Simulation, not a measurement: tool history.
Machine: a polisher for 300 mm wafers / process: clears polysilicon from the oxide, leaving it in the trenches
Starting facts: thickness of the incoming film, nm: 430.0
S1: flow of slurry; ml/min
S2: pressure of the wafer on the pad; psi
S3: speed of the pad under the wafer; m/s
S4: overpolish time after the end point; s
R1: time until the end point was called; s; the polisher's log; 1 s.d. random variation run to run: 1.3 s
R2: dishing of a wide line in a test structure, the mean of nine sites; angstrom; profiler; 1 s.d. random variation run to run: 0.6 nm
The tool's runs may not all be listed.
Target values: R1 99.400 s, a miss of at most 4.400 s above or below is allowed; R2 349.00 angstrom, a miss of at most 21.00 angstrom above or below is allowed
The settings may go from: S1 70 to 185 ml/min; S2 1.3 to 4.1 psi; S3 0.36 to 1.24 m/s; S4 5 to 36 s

Run 1, hour 0.0: S1 120 ml/min, S2 2.7 psi, S3 0.80 m/s, S4 18 s. Result: R1 36.668 s, R2 409.42 angstrom.
Run 2, hour 8.5: S1 120 ml/min, S2 2.7 psi, S3 0.80 m/s, S4 24 s. Result: R1 35.942 s, R2 415.96 angstrom.
Run 3, hour 9.3: S1 120 ml/min, S2 2.5 psi, S3 0.76 m/s, S4 22 s. Result: R1 42.717 s, R2 412.10 angstrom.
Run 4, hour 13.7: S1 120 ml/min, S2 2.4 psi, S3 0.74 m/s, S4 20 s. Result: R1 44.803 s, R2 412.04 angstrom.
Run 5, hour 19.2: S1 120 ml/min, S2 2.4 psi, S3 0.74 m/s, S4 27 s. Result: R1 43.893 s, R2 411.86 angstrom.
Run 6, hour 20.2: S1 120 ml/min, S2 2.4 psi, S3 0.74 m/s, S4 20 s. Result: R1 44.640 s, R2 414.99 angstrom.
Run 7, hour 23.9: S1 115 ml/min, S2 2.3 psi, S3 0.70 m/s, S4 20 s. Result: R1 49.806 s, R2 413.20 angstrom.
Run 8, hour 24.9: S1 85 ml/min, S2 1.6 psi, S3 0.48 m/s, S4 11 s. Result: R1 109.210 s, R2 276.55 angstrom.
Run 9, hour 31.3: S1 90 ml/min, S2 1.6 psi, S3 0.48 m/s, S4 13 s. Result: R1 106.700 s, R2 305.93 angstrom.
Run 10, hour 38.7: S1 95 ml/min, S2 1.6 psi, S3 0.48 m/s, S4 13 s. Result: R1 104.990 s, R2 311.72 angstrom.
Run 11, hour 42.7: S1 105 ml/min, S2 1.6 psi, S3 0.48 m/s, S4 14 s. Result: R1 102.790 s, R2 324.57 angstrom.
Run 12, hour 49.5: S1 105 ml/min, S2 1.6 psi, S3 0.48 m/s, S4 14 s. Result: R1 103.850 s, R2 323.22 angstrom.

Exercise: of the 4 proposed moves below, exactly one satisfies all targets within the stated allowed misses. Which move is it?
Run A, hour 56.3: S1 80 ml/min, S2 1.8 psi, S3 0.48 m/s, S4 17 s. Result: R1 ?, R2 ?.
Run B, hour 56.3: S1 170 ml/min, S2 1.5 psi, S3 0.52 m/s, S4 24 s. Result: R1 ?, R2 ?.
Run C, hour 56.3: S1 135 ml/min, S2 1.5 psi, S3 0.56 m/s, S4 16 s. Result: R1 ?, R2 ?.
Run D, hour 56.3: S1 95 ml/min, S2 1.9 psi, S3 0.44 m/s, S4 12 s. Result: R1 ?, R2 ?.

move       R1      R2
   A  100.560  341.65
   B   91.940  383.00
   C   89.313  348.44
   D   97.950  298.79
A: in spec on every target
B: moves the result that the last run missed by most past its target, out the other side
C: meets the target for the result that was furthest off, but another lies outside its allowed miss
D: moves away from the targets compared with the last run
A is the move that brings every result within its allowed miss.
